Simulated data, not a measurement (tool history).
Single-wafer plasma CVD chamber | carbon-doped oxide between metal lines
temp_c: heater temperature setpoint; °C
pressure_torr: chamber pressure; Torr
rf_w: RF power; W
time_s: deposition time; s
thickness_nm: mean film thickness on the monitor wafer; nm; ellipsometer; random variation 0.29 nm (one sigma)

Run 1, hour 0: temp_c 365 °C, pressure_torr 4.33 Torr, rf_w 650 W, time_s 20.8 s. Result: thickness_nm 111.09 nm.
Run 2, hour 7.6: temp_c 365 °C, pressure_torr 4.33 Torr, rf_w 725 W, time_s 20.8 s. Result: thickness_nm 116.98 nm.
Run 3, hour 11: temp_c 365 °C, pressure_torr 4.33 Torr, rf_w 725 W, time_s 19.8 s. Result: thickness_nm 111.23 nm.
Run 4, hour 15.9: temp_c 365 °C, pressure_torr 4.64 Torr, rf_w 725 W, time_s 19.8 s. Result: thickness_nm 111.81 nm.
Run 5, hour 23.6: temp_c 364 °C, pressure_torr 4.65 Torr, rf_w 740 W, time_s 19.9 s. Result: thickness_nm 114.22 nm.
Run 6, hour 31.1: temp_c 364 °C, pressure_torr 4.3 Torr, rf_w 740 W, time_s 19.9 s. Result: thickness_nm 113.3 nm.
Run 7, hour 39.5: temp_c 363 °C, pressure_torr 4.35 Torr, rf_w 755 W, time_s 19.9 s. Result: thickness_nm 114.06 nm.
Run 8, hour 40.3: temp_c 363 °C, pressure_torr 4.39 Torr, rf_w 765 W, time_s 20 s. Result: thickness_nm 116.15 nm.
Run 9, hour 46.8: temp_c 363 °C, pressure_torr 4.44 Torr, rf_w 775 W, time_s 20 s. Result: thickness_nm 116.87 nm.

Run 10 comes next. What will it give?
Run 10, hour 47.6: temp_c 363 °C, pressure_torr 4.48 Torr, rf_w 785 W, time_s 20 s. Result: thickness_nm ?.

thickness_nm: 117.64 nm
